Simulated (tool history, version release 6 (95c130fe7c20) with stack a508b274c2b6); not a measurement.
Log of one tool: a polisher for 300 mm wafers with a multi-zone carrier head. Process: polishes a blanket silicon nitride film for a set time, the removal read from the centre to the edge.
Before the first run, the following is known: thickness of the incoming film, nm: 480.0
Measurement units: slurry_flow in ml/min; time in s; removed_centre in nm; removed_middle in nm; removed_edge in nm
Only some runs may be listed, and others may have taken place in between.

run,hour,slurry_flow,centre_zone,middle_zone,edge_zone,time,removed_centre,removed_middle,removed_edge
1,0,140,1,1,1,34,107.94,107.01,105.64
2,8.8,140,1,1,1.06,34,108.85,108.68,110.6
3,9.4,140,1,1,1.06,29,93.568,90.349,92.599
4,18.2,145,1.01,1.01,1.09,31,101.01,98.02,102.17
5,25.1,110,1.01,1.01,1.09,31,91.984,91.401,97.72
6,25.8,130,1.01,1.02,1.11,32,100.51,100.1,103.65
7,28.7,145,1.01,1.02,1.13,33,105.77,106.71,108.93
8,31.6,155,1.01,1.01,1.15,34,112.53,108.94,116.59
9,39.9,170,1.01,1.02,1.16,34,114.1,111.72,117.37
10,47.9,175,1.01,1.03,1.17,35,116.48,117.83,121.27
11,48.8,180,1.02,1.03,1.17,35,119.74,115.95,123.81

What does the tool deliver on the next run?
12,51.6,185,1.02,1.05,1.16,35,?,?,?

{"run 12": {"removed_centre": 120.5, "removed_middle": 121.25, "removed_edge": 122.32}}
